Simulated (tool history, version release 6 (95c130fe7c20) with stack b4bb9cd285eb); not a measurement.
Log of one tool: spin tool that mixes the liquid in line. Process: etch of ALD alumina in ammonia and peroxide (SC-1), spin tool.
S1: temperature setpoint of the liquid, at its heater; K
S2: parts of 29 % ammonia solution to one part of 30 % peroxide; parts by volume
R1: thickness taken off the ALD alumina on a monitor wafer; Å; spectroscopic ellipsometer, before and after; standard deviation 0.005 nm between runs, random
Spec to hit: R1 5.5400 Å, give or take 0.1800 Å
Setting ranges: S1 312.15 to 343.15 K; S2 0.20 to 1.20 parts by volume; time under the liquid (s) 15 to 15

Run 1, hour 0.0: S1 328.15 K, S2 0.85 parts by volume, time under the liquid (s) 15. Result: R1 11.7410 Å.
Run 2, hour 3.7: S1 328.15 K, S2 1.10 parts by volume, time under the liquid (s) 15. Result: R1 12.0010 Å.
Run 3, hour 4.7: S1 328.15 K, S2 0.95 parts by volume, time under the liquid (s) 15. Result: R1 11.9020 Å.
Run 4, hour 13.2: S1 328.15 K, S2 1.20 parts by volume, time under the liquid (s) 15. Result: R1 12.1540 Å.
Run 5, hour 20.5: S1 326.65 K, S2 1.20 parts by volume, time under the liquid (s) 15. Result: R1 11.2970 Å.
Run 6, hour 21.6: S1 326.65 K, S2 1.10 parts by volume, time under the liquid (s) 15. Result: R1 10.9740 Å.
Run 7, hour 23.8: S1 318.65 K, S2 1.05 parts by volume, time under the liquid (s) 15. Result: R1 7.0494 Å.
Run 8, hour 25.6: S1 318.15 K, S2 1.05 parts by volume, time under the liquid (s) 15. Result: R1 6.9555 Å.
Run 9, hour 30.7: S1 318.15 K, S2 1.05 parts by volume, time under the liquid (s) 15. Result: R1 7.0273 Å.

Pick the move, out of 5, that brings all results within their allowed miss; only one does.
Run A, hour 35.8: S1 319.65 K, S2 1.05 parts by volume, time under the liquid (s) 15. Result: R1 ?.
Run B, hour 35.8: S1 312.15 K, S2 1.10 parts by volume, time under the liquid (s) 15. Result: R1 ?.
Run C, hour 35.8: S1 314.65 K, S2 0.90 parts by volume, time under the liquid (s) 15. Result: R1 ?.
Run D, hour 35.8: S1 321.65 K, S2 0.80 parts by volume, time under the liquid (s) 15. Result: R1 ?.
Run E, hour 35.8: S1 322.65 K, S2 0.65 parts by volume, time under the liquid (s) 15. Result: R1 ?.

move      R1
   A  7.4481
   B  4.8480
   C  5.5098
   D  8.1168
   E  8.4111
A: misses by more than the last run did
B: pushes the last run's worst result past its target
C: every result within its allowed miss
D: misses by more than the last run did
E: misses by more than the last run did
So the answer is move C, the one that meets all the targets.
